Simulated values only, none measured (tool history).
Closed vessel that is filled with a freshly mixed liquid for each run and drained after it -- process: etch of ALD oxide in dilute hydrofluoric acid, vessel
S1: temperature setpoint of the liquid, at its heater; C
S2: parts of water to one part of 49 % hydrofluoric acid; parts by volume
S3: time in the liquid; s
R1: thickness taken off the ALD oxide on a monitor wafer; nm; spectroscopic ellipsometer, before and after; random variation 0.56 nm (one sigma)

{"run": 1, "hour": 0.0, "S1": 23.0, "S2": 175, "S3": 1160, "R1": 68.706}
{"run": 2, "hour": 1.1, "S1": 22.0, "S2": 175, "S3": 1160, "R1": 66.386}
{"run": 3, "hour": 7.8, "S1": 22.0, "S2": 145, "S3": 1160, "R1": 83.57}
{"run": 4, "hour": 13.2, "S1": 22.0, "S2": 145, "S3": 1160, "R1": 82.431}
{"run": 5, "hour": 15.7, "S1": 23.0, "S2": 145, "S3": 1160, "R1": 84.176}
{"run": 6, "hour": 21.9, "S1": 24.5, "S2": 145, "S3": 1160, "R1": 90.542}

Forecast run 7:
{"run": 7, "hour": 25.5, "S1": 24.5, "S2": 145, "S3": 1160, "R1": "?"}

Logged for run 7: R1 88.066 nm.
